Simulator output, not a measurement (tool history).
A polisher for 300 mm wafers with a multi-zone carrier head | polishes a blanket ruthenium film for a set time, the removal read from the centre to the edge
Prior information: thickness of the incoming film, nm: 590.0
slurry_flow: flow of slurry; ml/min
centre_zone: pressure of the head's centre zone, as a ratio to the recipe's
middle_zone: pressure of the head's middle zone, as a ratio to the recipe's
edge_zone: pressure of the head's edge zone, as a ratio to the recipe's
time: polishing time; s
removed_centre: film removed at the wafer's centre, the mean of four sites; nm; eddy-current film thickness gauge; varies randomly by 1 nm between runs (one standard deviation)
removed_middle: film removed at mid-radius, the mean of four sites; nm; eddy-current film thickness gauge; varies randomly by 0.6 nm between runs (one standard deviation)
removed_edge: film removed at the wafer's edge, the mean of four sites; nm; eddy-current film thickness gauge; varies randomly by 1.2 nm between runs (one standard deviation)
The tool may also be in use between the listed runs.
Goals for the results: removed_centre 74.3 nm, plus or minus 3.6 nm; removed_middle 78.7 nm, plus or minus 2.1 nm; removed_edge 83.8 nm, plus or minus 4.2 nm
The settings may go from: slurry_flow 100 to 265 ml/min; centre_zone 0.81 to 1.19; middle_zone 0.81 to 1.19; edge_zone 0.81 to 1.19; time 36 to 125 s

run	hour	slurry_flow	centre_zone	middle_zone	edge_zone	time	removed_centre	removed_middle	removed_edge
1	0	170	1	1	1	80	137.45	133.51	139.82
2	5.8	160	0.95	0.97	0.96	68	111.28	110.92	113.53
3	11.7	125	0.95	0.97	0.96	68	106.26	106.75	112.13
4	20.5	120	0.91	0.94	0.94	62	92.95	93.244	102.99
5	21.5	120	0.91	1.02	0.94	62	91.771	100.26	105.24
6	25.8	120	0.85	1.02	0.94	62	87.026	101.06	102.92
7	30.4	115	0.84	0.92	0.84	48	67.726	70.508	76.006
8	34.9	130	0.85	0.93	0.87	48	69.408	72.083	77.262
9	35.6	130	0.86	0.95	0.9	48	68.507	73.764	78.943

Next run, 5 choices. One meets every target within its allowed miss, the rest don't. Which?
A	36.3	130	0.94	0.98	0.86	52	?	?	?
B	36.3	125	0.83	0.98	0.94	50	?	?	?
C	36.3	165	0.9	1.08	0.81	47	?	?	?
D	36.3	100	0.92	1	0.96	51	?	?	?
E	36.3	100	0.81	0.94	1	51	?	?	?

move	removed_centre	removed_middle	removed_edge
A	81.471	83.193	85.142
B	69.028	79.553	84.915
C	73.438	84.496	76.698
D	74.635	79.603	85.29
E	66.01	75.608	87.043
A: pushes the last run's worst result past its target
B: puts the biggest miss on target and leaves a different result outside tolerance
C: pushes the last run's worst result past its target
D: every result within its allowed miss
E: no better and no worse than the last run
The move that meets every target is D.
